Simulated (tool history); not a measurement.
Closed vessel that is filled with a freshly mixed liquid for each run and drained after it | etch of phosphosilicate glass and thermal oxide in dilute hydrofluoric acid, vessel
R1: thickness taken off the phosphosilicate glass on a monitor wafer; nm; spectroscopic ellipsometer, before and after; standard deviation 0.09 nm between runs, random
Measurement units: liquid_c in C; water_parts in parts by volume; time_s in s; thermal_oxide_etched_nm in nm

Run 1, hour 0: liquid_c 21 C, water_parts 245 parts by volume, time_s 60 s. Result: R1 15.719 nm, thermal_oxide_etched_nm 0.95943 nm.
Run 2, hour 3.5: liquid_c 21 C, water_parts 245 parts by volume, time_s 75 s. Result: R1 19.247 nm, thermal_oxide_etched_nm 1.1599 nm.
Run 3, hour 7.6: liquid_c 21 C, water_parts 245 parts by volume, time_s 95 s. Result: R1 24.514 nm, thermal_oxide_etched_nm 1.5649 nm.
Run 4, hour 14.2: liquid_c 21 C, water_parts 305 parts by volume, time_s 95 s. Result: R1 18.903 nm, thermal_oxide_etched_nm 1.1364 nm.
Run 5, hour 21: liquid_c 20.5 C, water_parts 320 parts by volume, time_s 95 s. Result: R1 17.205 nm, thermal_oxide_etched_nm 1.1122 nm.
Run 6, hour 22.7: liquid_c 20.5 C, water_parts 320 parts by volume, time_s 85 s. Result: R1 15.486 nm, thermal_oxide_etched_nm 0.88652 nm.
Run 7, hour 23.9: liquid_c 20 C, water_parts 330 parts by volume, time_s 85 s. Result: R1 14.723 nm, thermal_oxide_etched_nm 0.8813 nm.
Run 8, hour 29.8: liquid_c 19.5 C, water_parts 345 parts by volume, time_s 85 s. Result: R1 13.643 nm, thermal_oxide_etched_nm 0.84013 nm.
Run 9, hour 31.7: liquid_c 19.5 C, water_parts 355 parts by volume, time_s 85 s. Result: R1 12.94 nm, thermal_oxide_etched_nm 0.79476 nm.
Run 10, hour 33.5: liquid_c 19.5 C, water_parts 365 parts by volume, time_s 85 s. Result: R1 12.818 nm, thermal_oxide_etched_nm 0.77153 nm.

Predict the results of run 11:
Run 11, hour 41.2: liquid_c 19 C, water_parts 375 parts by volume, time_s 85 s. Result: R1 ?, thermal_oxide_etched_nm ?.

Run 11 yielded R1 12.163 nm, thermal_oxide_etched_nm 0.74303 nm.
